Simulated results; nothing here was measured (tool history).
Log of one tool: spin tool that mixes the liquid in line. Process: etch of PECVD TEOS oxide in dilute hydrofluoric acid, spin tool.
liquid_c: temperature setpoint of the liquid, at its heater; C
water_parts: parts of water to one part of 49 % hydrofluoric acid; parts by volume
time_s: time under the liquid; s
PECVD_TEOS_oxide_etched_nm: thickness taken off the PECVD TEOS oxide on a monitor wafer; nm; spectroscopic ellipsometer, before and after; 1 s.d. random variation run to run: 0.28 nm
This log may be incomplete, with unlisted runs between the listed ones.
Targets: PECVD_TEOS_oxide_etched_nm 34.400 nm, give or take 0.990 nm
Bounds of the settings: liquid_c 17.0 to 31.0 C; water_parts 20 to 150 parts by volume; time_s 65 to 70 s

Run 1, hour 0.0: liquid_c 23.0 C, water_parts 85 parts by volume, time_s 65 s. Result: PECVD_TEOS_oxide_etched_nm 20.305 nm.
Run 2, hour 0.6: liquid_c 23.0 C, water_parts 85 parts by volume, time_s 65 s. Result: PECVD_TEOS_oxide_etched_nm 20.198 nm.
Run 3, hour 5.7: liquid_c 26.5 C, water_parts 85 parts by volume, time_s 65 s. Result: PECVD_TEOS_oxide_etched_nm 23.275 nm.
Run 4, hour 11.1: liquid_c 27.5 C, water_parts 80 parts by volume, time_s 65 s. Result: PECVD_TEOS_oxide_etched_nm 25.541 nm.
Run 5, hour 16.8: liquid_c 24.5 C, water_parts 80 parts by volume, time_s 65 s. Result: PECVD_TEOS_oxide_etched_nm 22.467 nm.
Run 6, hour 21.6: liquid_c 22.0 C, water_parts 80 parts by volume, time_s 65 s. Result: PECVD_TEOS_oxide_etched_nm 20.342 nm.
Run 7, hour 25.0: liquid_c 24.0 C, water_parts 75 parts by volume, time_s 65 s. Result: PECVD_TEOS_oxide_etched_nm 24.090 nm.
Run 8, hour 32.7: liquid_c 25.5 C, water_parts 75 parts by volume, time_s 65 s. Result: PECVD_TEOS_oxide_etched_nm 25.509 nm.
Run 9, hour 36.4: liquid_c 26.5 C, water_parts 75 parts by volume, time_s 65 s. Result: PECVD_TEOS_oxide_etched_nm 26.775 nm.
Run 10, hour 41.0: liquid_c 27.5 C, water_parts 75 parts by volume, time_s 65 s. Result: PECVD_TEOS_oxide_etched_nm 27.731 nm.
Run 11, hour 49.2: liquid_c 28.5 C, water_parts 75 parts by volume, time_s 65 s. Result: PECVD_TEOS_oxide_etched_nm 28.917 nm.
Run 12, hour 57.5: liquid_c 29.0 C, water_parts 75 parts by volume, time_s 65 s. Result: PECVD_TEOS_oxide_etched_nm 29.590 nm.
Run 13, hour 63.6: liquid_c 29.5 C, water_parts 75 parts by volume, time_s 65 s. Result: PECVD_TEOS_oxide_etched_nm 29.758 nm.
Run 14, hour 68.3: liquid_c 29.5 C, water_parts 75 parts by volume, time_s 65 s. Result: PECVD_TEOS_oxide_etched_nm 29.805 nm.
Run 15, hour 71.3: liquid_c 30.0 C, water_parts 75 parts by volume, time_s 65 s. Result: PECVD_TEOS_oxide_etched_nm 29.901 nm.

Consider the 4 candidate settings below. Which is the only one whose results all fall within their allowed miss of target?
Run A, hour 74.3: liquid_c 25.0 C, water_parts 60 parts by volume, time_s 70 s. Result: PECVD_TEOS_oxide_etched_nm ?.
Run B, hour 74.3: liquid_c 31.0 C, water_parts 70 parts by volume, time_s 70 s. Result: PECVD_TEOS_oxide_etched_nm ?.
Run C, hour 74.3: liquid_c 27.5 C, water_parts 75 parts by volume, time_s 65 s. Result: PECVD_TEOS_oxide_etched_nm ?.
Run D, hour 74.3: liquid_c 30.5 C, water_parts 95 parts by volume, time_s 65 s. Result: PECVD_TEOS_oxide_etched_nm ?.

move  PECVD_TEOS_oxide_etched_nm
   A                      34.723
   B                      37.151
   C                      27.918
   D                      24.036
A: all results land within tolerance of their targets
B: moves the result that the last run missed by most past its target, out the other side
C: lands further from the targets than the last run did
D: lands further from the targets than the last run did
Answer: A
